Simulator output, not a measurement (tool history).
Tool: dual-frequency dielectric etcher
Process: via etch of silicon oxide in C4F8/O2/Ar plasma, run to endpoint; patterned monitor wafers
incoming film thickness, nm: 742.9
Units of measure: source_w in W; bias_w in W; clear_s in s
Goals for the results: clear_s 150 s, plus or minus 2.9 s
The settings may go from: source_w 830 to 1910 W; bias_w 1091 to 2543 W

run  hour  source_w  bias_w  clear_s
  1     0      1370    1817    176.9
  2   0.8      1270    1817   184.11
  3     5      1450    1817   168.68
  4  12.1      1500    1826   164.46
  5  16.1      1500    2041   161.16
  6  23.7      1530    2048   158.07
  7  31.9      1550    2053   158.23
  8  38.1      1580    2059   154.19
  9  44.4      1590    2061   155.21
 10    48      1610    2065   153.81
 11  51.2      1620    2068   153.04
 12  51.7      1620    2068   152.96

Pick the move, out of 4, that brings all results within their allowed miss; only one does.
  A  52.2      1660    1723        ?
  B  52.2      1640    1921        ?
  C  52.2      1680    2043        ?
  D  52.2      1520    2182        ?

move  clear_s
   A   157.44
   B   154.47
   C   150.04
   D   156.48
A: misses by more than the last run did
B: misses by more than the last run did
C: every result lands within tolerance
D: misses by more than the last run did
The right move is C.
